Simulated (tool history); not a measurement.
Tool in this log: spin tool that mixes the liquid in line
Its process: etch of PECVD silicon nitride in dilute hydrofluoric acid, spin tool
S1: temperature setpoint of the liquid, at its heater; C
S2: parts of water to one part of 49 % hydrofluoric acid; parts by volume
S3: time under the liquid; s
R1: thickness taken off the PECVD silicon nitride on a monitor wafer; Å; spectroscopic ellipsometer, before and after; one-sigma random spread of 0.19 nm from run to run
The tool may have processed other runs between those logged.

{"run": 1, "day": 0.0, "S1": 23, "S2": 110, "S3": 310, "R1": 55.22}
{"run": 2, "day": 0.225, "S1": 23, "S2": 110, "S3": 310, "R1": 54.405}
{"run": 3, "day": 0.433, "S1": 24.5, "S2": 100, "S3": 310, "R1": 66.487}
{"run": 4, "day": 0.708, "S1": 23, "S2": 100, "S3": 310, "R1": 61.008}
{"run": 5, "day": 0.996, "S1": 23, "S2": 80, "S3": 310, "R1": 74.298}
{"run": 6, "day": 1.296, "S1": 21, "S2": 80, "S3": 310, "R1": 66.014}

Forecast run 7:
{"run": 7, "day": 1.388, "S1": 22.5, "S2": 75, "S3": 310, "R1": "?"}

For run 7 the tool returned R1 77.068 Å.

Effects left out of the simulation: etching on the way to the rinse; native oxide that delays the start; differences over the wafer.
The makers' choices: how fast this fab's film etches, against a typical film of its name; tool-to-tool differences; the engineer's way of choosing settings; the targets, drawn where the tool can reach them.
